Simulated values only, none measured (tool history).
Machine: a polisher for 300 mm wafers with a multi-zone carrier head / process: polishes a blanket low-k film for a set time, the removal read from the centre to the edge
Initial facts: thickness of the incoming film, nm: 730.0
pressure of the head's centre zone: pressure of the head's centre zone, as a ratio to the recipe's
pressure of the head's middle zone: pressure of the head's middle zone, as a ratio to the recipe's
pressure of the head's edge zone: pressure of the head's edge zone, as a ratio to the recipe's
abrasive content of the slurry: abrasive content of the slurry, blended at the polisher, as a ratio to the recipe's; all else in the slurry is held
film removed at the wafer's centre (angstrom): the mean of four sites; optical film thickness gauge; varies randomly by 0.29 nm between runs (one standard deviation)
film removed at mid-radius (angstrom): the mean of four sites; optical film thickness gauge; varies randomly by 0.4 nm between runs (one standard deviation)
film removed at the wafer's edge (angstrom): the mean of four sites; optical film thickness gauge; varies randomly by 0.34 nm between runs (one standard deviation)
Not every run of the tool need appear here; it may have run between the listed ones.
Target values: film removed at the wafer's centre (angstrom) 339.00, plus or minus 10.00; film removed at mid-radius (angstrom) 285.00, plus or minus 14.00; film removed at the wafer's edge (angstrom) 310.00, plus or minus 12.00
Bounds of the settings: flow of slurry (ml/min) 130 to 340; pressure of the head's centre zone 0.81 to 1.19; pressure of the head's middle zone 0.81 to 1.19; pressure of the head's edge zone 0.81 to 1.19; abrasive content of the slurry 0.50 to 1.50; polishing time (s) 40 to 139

run,day,flow of slurry (ml/min),pressure of the head's centre zone,pressure of the head's middle zone,pressure of the head's edge zone,abrasive content of the slurry,polishing time (s),film removed at the wafer's centre (angstrom),film removed at mid-radius (angstrom),film removed at the wafer's edge (angstrom)
1,0.000,220,1.00,1.00,1.00,1.00,89,282.12,281.69,282.68
2,0.350,220,0.96,1.00,1.00,1.00,89,272.15,281.04,283.34
3,0.492,230,1.00,0.99,1.02,1.00,89,286.16,286.86,287.08
4,0.638,230,1.00,0.99,1.02,1.00,73,233.24,230.31,235.05
5,0.746,235,1.03,0.98,1.05,1.10,73,255.75,243.24,259.56
6,1.000,245,1.07,0.99,1.07,1.15,73,278.62,255.81,269.38
7,1.262,255,1.09,0.99,1.09,1.20,73,286.34,259.41,278.61
8,1.546,255,1.11,0.99,1.10,1.25,73,305.23,270.40,278.18
9,1.783,265,1.12,0.98,1.12,1.25,73,304.02,264.78,289.69
10,1.946,270,1.13,0.99,1.13,1.25,73,307.49,270.53,285.05

Which one of the following 4 next-run settings gets every result inside its allowed miss? There is exactly one.
A,2.108,275,1.12,0.93,1.08,1.40,76,?,?,?
B,2.108,245,1.12,0.92,1.19,1.30,81,?,?,?
C,2.108,270,1.10,1.18,1.16,0.85,87,?,?,?
D,2.108,235,1.13,1.01,1.18,1.30,76,?,?,?

move,film removed at the wafer's centre (angstrom),film removed at mid-radius (angstrom),film removed at the wafer's edge (angstrom)
A,336.31,283.29,306.09
B,341.15,285.15,327.90
C,276.94,290.38,265.02
D,321.33,287.85,304.75
A: meets every target
B: corrects the largest miss of the last run, while another result sits out of spec
C: moves away from the targets compared with the last run
D: closes in on the targets versus the last run, not all within tolerance yet
The right move is A.

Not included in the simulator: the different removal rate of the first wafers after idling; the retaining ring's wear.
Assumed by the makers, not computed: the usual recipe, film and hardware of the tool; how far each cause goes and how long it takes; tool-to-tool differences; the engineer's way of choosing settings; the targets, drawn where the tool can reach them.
